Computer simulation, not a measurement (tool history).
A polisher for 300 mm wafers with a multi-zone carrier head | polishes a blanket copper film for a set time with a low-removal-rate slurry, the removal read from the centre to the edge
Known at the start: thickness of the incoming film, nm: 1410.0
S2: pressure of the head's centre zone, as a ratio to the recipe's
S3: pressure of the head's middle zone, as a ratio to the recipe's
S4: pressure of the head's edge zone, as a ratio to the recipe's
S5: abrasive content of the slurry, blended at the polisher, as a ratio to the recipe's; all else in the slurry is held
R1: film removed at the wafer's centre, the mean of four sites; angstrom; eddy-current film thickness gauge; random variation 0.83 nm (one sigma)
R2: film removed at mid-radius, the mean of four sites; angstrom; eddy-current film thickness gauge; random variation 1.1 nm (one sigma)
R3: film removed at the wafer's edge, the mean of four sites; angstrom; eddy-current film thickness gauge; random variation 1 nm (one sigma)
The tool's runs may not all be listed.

run 1 hour=0.0 | flow_of_slurry_(ml/min)=190 S2=1.00 S3=1.00 S4=1.00 S5=1.00 polishing_time_(s)=81 | R1=1674.2 R2=1643.3 R3=1653.2
run 2 hour=8.2 | flow_of_slurry_(ml/min)=185 S2=0.98 S3=0.99 S4=0.98 S5=0.95 polishing_time_(s)=81 | R1=1625.7 R2=1626.8 R3=1614.5
run 3 hour=16.8 | flow_of_slurry_(ml/min)=180 S2=0.96 S3=0.97 S4=0.97 S5=0.90 polishing_time_(s)=81 | R1=1581.8 R2=1558.7 R3=1595.1
run 4 hour=18.2 | flow_of_slurry_(ml/min)=175 S2=0.94 S3=0.97 S4=0.96 S5=0.85 polishing_time_(s)=81 | R1=1523.0 R2=1553.7 R3=1552.1
run 5 hour=19.2 | flow_of_slurry_(ml/min)=170 S2=0.92 S3=0.96 S4=0.95 S5=0.80 polishing_time_(s)=81 | R1=1476.6 R2=1496.0 R3=1536.0
run 6 hour=26.7 | flow_of_slurry_(ml/min)=170 S2=0.92 S3=0.96 S4=0.95 S5=0.60 polishing_time_(s)=81 | R1=1402.9 R2=1416.1 R3=1456.2
run 7 hour=28.5 | flow_of_slurry_(ml/min)=165 S2=0.91 S3=0.96 S4=0.94 S5=0.60 polishing_time_(s)=81 | R1=1352.8 R2=1436.2 R3=1441.2
run 8 hour=31.1 | flow_of_slurry_(ml/min)=160 S2=0.91 S3=0.95 S4=0.94 S5=0.60 polishing_time_(s)=81 | R1=1357.8 R2=1387.1 R3=1411.0
run 9 hour=37.8 | flow_of_slurry_(ml/min)=155 S2=0.90 S3=0.95 S4=0.94 S5=0.60 polishing_time_(s)=81 | R1=1337.9 R2=1373.9 R3=1426.8
run 10 hour=46.6 | flow_of_slurry_(ml/min)=155 S2=0.90 S3=0.95 S4=0.94 S5=0.60 polishing_time_(s)=81 | R1=1325.8 R2=1384.2 R3=1422.0
run 11 hour=50.6 | flow_of_slurry_(ml/min)=125 S2=0.86 S3=0.94 S4=0.91 S5=0.55 polishing_time_(s)=81 | R1=1154.8 R2=1273.5 R3=1330.3

Forecast run 12:
run 12 hour=55.9 | flow_of_slurry_(ml/min)=130 S2=0.86 S3=0.94 S4=0.91 S5=0.55 polishing_time_(s)=81 | R1=? R2=? R3=?

Run 12 gave R1 1175.0 angstrom, R2 1279.1 angstrom, R3 1351.5 angstrom.
